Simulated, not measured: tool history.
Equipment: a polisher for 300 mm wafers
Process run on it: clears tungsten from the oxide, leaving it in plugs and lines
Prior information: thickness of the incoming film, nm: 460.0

run	day	flow of slurry (ml/min)	pressure of the wafer on the pad (psi)	speed of the pad under the wafer (cm/s)	abrasive content of the slurry	overpolish time after the end point (s)	time until the end point was called (s)
1	0	265	4.5	140	1	16	57.732
2	0.242	265	4.5	140	1	16	57.977
3	0.571	265	4.5	160	1	16	50.113
4	0.9	265	4.5	160	1	16	49.638
5	1.133	265	5.6	160	1	16	41.85
6	1.312	265	4.7	160	1	16	48.453

The next listed run, before its measurement:
7	1.558	265	4.7	160	1	16	?

time until the end point was called (s): 48.001
